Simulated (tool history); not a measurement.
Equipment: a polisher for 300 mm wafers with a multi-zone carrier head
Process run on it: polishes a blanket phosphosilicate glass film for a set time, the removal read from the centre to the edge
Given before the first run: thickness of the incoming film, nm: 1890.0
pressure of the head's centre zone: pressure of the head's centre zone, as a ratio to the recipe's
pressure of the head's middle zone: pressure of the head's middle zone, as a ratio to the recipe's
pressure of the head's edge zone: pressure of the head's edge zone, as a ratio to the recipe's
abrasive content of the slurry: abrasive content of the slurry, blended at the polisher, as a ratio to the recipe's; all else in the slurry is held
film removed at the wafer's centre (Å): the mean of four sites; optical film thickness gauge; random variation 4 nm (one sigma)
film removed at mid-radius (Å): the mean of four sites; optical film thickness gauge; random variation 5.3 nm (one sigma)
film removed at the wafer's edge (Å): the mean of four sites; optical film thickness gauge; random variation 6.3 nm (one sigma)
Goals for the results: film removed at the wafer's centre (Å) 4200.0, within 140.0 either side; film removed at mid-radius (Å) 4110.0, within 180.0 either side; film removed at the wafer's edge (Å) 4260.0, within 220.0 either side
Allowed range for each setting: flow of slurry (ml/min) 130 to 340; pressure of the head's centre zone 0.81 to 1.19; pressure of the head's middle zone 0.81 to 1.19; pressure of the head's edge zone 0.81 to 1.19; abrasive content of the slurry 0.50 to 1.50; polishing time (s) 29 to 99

run,hour,flow of slurry (ml/min),pressure of the head's centre zone,pressure of the head's middle zone,pressure of the head's edge zone,abrasive content of the slurry,polishing time (s),film removed at the wafer's centre (Å),film removed at mid-radius (Å),film removed at the wafer's edge (Å)
1,0.0,220,1.00,1.00,1.00,1.00,64,6495.0,5966.5,5944.1
2,1.4,215,0.96,0.97,0.97,0.85,63,5694.8,5302.0,5347.2
3,4.7,215,0.96,0.97,0.97,0.85,73,6678.4,6268.5,6262.8
4,8.6,215,0.96,0.97,0.97,0.80,73,6428.8,5984.1,6217.8
5,12.3,215,0.96,0.97,0.89,0.80,73,6461.0,6184.4,5819.9
# hour 17.5: centre zone pressure recalibrated
6,17.5,260,0.96,0.97,0.89,0.80,73,6154.7,6026.8,5928.7
7,24.4,250,0.93,0.94,0.88,0.70,70,5425.2,5474.9,5410.9
8,31.2,240,0.93,0.92,0.88,0.65,67,5124.2,5020.5,4937.0
9,39.6,240,0.92,0.90,0.88,0.60,65,4731.8,4597.2,4759.4
10,44.8,235,0.91,0.89,0.86,0.55,64,4364.1,4340.3,4354.2
11,47.8,210,0.90,0.84,0.87,0.55,64,4362.8,4068.7,4471.6
12,52.4,210,0.90,0.85,0.86,0.55,64,4326.7,4159.8,4431.2
13,60.1,210,0.90,0.85,0.85,0.55,64,4327.6,4156.5,4338.8

Exercise: of the 5 proposed moves below, exactly one satisfies all targets within the stated allowed misses. Which move is it?
A,67.8,200,0.93,0.85,0.81,0.80,56,?,?,?
B,67.8,200,0.88,0.85,0.84,0.50,66,?,?,?
C,67.8,235,0.94,0.84,0.82,0.60,61,?,?,?
D,67.8,195,0.96,0.92,0.81,0.75,55,?,?,?
E,67.8,215,0.88,0.85,0.84,0.55,67,?,?,?

move,film removed at the wafer's centre (Å),film removed at mid-radius (Å),film removed at the wafer's edge (Å)
A,4453.5,4064.1,4260.7
B,4125.9,3981.9,4240.8
C,4461.7,3981.7,4220.8
D,4393.8,4144.7,4069.5
E,4386.5,4229.7,4496.0
A: further off than the last run
B: hits every target within its allowed miss
C: further off than the last run
D: further off than the last run
E: further off than the last run
The right move is B.

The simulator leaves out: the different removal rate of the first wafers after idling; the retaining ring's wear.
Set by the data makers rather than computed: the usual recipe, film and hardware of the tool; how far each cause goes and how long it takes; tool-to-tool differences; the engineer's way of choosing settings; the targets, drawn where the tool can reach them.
